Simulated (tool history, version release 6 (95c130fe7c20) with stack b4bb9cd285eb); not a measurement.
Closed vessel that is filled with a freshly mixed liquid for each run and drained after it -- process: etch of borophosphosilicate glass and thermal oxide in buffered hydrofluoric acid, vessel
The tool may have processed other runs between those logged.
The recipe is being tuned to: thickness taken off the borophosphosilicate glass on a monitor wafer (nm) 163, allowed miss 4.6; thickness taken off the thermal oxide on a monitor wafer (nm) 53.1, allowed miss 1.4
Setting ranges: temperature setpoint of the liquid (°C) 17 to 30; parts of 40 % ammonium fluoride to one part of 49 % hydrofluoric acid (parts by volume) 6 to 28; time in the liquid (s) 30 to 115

run	hour	temperature setpoint of the liquid (°C)	parts of 40 % ammonium fluoride to one part of 49 % hydrofluoric acid (parts by volume)	time in the liquid (s)	thickness taken off the borophosphosilicate glass on a monitor wafer (nm)	thickness taken off the thermal oxide on a monitor wafer (nm)
1	0	22	17	60	118.21	38.048
2	0.9	23.5	17	60	127.93	41.267
3	7.4	25	17	60	138.1	44.985
4	13.6	27	17	60	151.12	50.026
5	15.7	27	20	60	130.35	42.676
6	16.8	25	20	60	117.85	38.346
7	22.2	25	20	60	115.59	38.509
8	23.5	26.5	19.5	60	128.69	42.539

Next run, 4 choices. One meets every target within its allowed miss, the rest don't. Which?
A	24.8	29.5	19.5	60	?	?
B	24.8	23.5	15.5	75	?	?
C	24.8	24.5	23.5	95	?	?
D	24.8	28	18	60	?	?

move	thickness taken off the borophosphosilicate glass on a monitor wafer (nm)	thickness taken off the thermal oxide on a monitor wafer (nm)
A	151.97	49.918
B	173.02	56.621
C	160.86	52.743
D	151.96	49.87
A: nearer than the last run, and not there yet
B: takes the result that was furthest off past its target
C: each result inside its tolerance
D: nearer than the last run, and not there yet
So the answer is move C, the one that meets all the targets.
